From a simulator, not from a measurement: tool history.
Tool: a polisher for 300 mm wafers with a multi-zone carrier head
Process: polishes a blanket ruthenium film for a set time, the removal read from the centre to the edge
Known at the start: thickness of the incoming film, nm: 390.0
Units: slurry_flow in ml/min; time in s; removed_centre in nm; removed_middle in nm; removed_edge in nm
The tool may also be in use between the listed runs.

Run 1, hour 0.0: slurry_flow 135 ml/min, centre_zone 1.00, middle_zone 1.00, edge_zone 1.00, time 76 s. Result: removed_centre 124.770 nm, removed_middle 127.55 nm, removed_edge 121.190 nm.
Run 2, hour 8.0: slurry_flow 130 ml/min, centre_zone 0.97, middle_zone 1.02, edge_zone 0.96, time 73 s. Result: removed_centre 115.270 nm, removed_middle 121.16 nm, removed_edge 113.040 nm.
Run 3, hour 10.4: slurry_flow 125 ml/min, centre_zone 0.94, middle_zone 1.05, edge_zone 0.93, time 71 s. Result: removed_centre 108.260 nm, removed_middle 119.02 nm, removed_edge 110.540 nm.
Run 4, hour 15.9: slurry_flow 145 ml/min, centre_zone 0.94, middle_zone 1.05, edge_zone 0.93, time 71 s. Result: removed_centre 112.390 nm, removed_middle 122.53 nm, removed_edge 113.390 nm.
Run 5, hour 21.9: slurry_flow 135 ml/min, centre_zone 0.93, middle_zone 1.08, edge_zone 0.90, time 69 s. Result: removed_centre 105.710 nm, removed_middle 119.13 nm, removed_edge 106.150 nm.
Run 6, hour 30.7: slurry_flow 135 ml/min, centre_zone 0.93, middle_zone 1.08, edge_zone 0.95, time 69 s. Result: removed_centre 105.970 nm, removed_middle 120.54 nm, removed_edge 107.240 nm.

Run 7 comes next. What will it give?
Run 7, hour 33.5: slurry_flow 105 ml/min, centre_zone 0.89, middle_zone 1.17, edge_zone 0.86, time 61 s. Result: removed_centre ?, removed_middle ?, removed_edge ?.

removed_centre: 85.627 nm
removed_middle: 104.77 nm
removed_edge: 89.376 nm
